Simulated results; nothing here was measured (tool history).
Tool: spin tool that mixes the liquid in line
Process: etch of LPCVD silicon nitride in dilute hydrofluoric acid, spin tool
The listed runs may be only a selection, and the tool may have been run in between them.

run	hour	temperature setpoint of the liquid (°C)	parts of water to one part of 49 % hydrofluoric acid (parts by volume)	time under the liquid (s)	thickness taken off the LPCVD silicon nitride on a monitor wafer (nm)
1	0	25	90	270	1.3984
2	5	26.5	90	270	1.5464
3	6.6	25.5	90	270	1.4161
4	10.6	24.5	90	270	1.3155
5	12.7	27.5	90	270	1.6122
6	14.6	27.5	90	290	1.7511
7	23	26.5	95	290	1.5163
8	30.6	25.5	95	290	1.5042

Run 9, settings as shown, results not yet in. Your forecast:
# hour 39.2: thermometer replaced
9	39.2	21.5	130	285	?

thickness taken off the LPCVD silicon nitride on a monitor wafer (nm): 0.8744
